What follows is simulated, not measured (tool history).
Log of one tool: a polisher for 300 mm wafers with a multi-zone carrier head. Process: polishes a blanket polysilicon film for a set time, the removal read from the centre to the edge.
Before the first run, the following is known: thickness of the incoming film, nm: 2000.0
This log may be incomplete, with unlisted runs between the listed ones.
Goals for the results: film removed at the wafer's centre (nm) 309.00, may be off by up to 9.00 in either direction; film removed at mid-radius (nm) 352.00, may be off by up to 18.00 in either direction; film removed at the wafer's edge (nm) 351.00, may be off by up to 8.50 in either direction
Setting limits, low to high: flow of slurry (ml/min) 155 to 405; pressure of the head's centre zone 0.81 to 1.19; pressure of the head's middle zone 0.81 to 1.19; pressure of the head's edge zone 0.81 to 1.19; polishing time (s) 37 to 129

| run | hour | flow of slurry (ml/min) | pressure of the head's centre zone | pressure of the head's middle zone | pressure of the head's edge zone | polishing time (s) | film removed at the wafer's centre (nm) | film removed at mid-radius (nm) | film removed at the wafer's edge (nm) |
|---|---|---|---|---|---|---|---|---|---|
| 1 | 0.0 | 260 | 1.00 | 1.00 | 1.00 | 83 | 305.65 | 293.32 | 295.10 |
| 2 | 4.5 | 265 | 0.99 | 1.01 | 1.02 | 84 | 309.03 | 293.44 | 302.26 |
| 3 | 6.5 | 265 | 1.04 | 1.01 | 1.02 | 84 | 324.33 | 292.82 | 296.93 |
| 4 | 7.2 | 265 | 1.04 | 1.01 | 1.05 | 84 | 321.46 | 301.00 | 303.33 |
| 5 | 10.7 | 310 | 1.04 | 1.01 | 1.05 | 84 | 328.05 | 297.74 | 309.39 |
| 6 | 14.9 | 310 | 1.03 | 1.03 | 1.07 | 84 | 323.67 | 306.66 | 313.24 |
| 7 | 18.0 | 315 | 1.02 | 1.04 | 1.08 | 84 | 314.57 | 308.48 | 312.91 |
| 8 | 24.4 | 330 | 0.96 | 1.12 | 1.18 | 92 | 326.32 | 360.62 | 363.75 |
| 9 | 32.9 | 325 | 0.96 | 1.12 | 1.18 | 92 | 330.66 | 363.70 | 359.68 |
| 10 | 36.5 | 325 | 0.95 | 1.12 | 1.18 | 92 | 326.98 | 359.29 | 358.64 |
| 11 | 37.7 | 325 | 0.94 | 1.12 | 1.18 | 92 | 326.03 | 358.48 | 359.50 |
| 12 | 42.1 | 325 | 0.93 | 1.12 | 1.18 | 92 | 322.82 | 361.57 | 358.36 |
| 13 | 45.6 | 325 | 0.92 | 1.12 | 1.18 | 92 | 315.94 | 354.28 | 360.49 |

Which of these 4 next moves meets every target?
| A | 49.1 | 280 | 0.90 | 1.10 | 1.14 | 98 | ? | ? | ? |
| B | 49.1 | 325 | 0.97 | 0.99 | 1.14 | 91 | ? | ? | ? |
| C | 49.1 | 245 | 0.90 | 1.09 | 1.14 | 93 | ? | ? | ? |
| D | 49.1 | 215 | 0.99 | 1.12 | 1.12 | 94 | ? | ? | ? |

| move | film removed at the wafer's centre (nm) | film removed at mid-radius (nm) | film removed at the wafer's edge (nm) |
|---|---|---|---|
| A | 322.42 | 372.68 | 371.96 |
| B | 326.93 | 320.12 | 349.06 |
| C | 302.01 | 346.86 | 349.94 |
| D | 331.57 | 354.33 | 347.17 |
A: lands further from the targets than the last run did
B: the furthest-off result lands on target, but another misses its tolerance
C: meets every target
D: the furthest-off result lands on target, but another misses its tolerance
So the answer is move C, the one that meets all the targets.
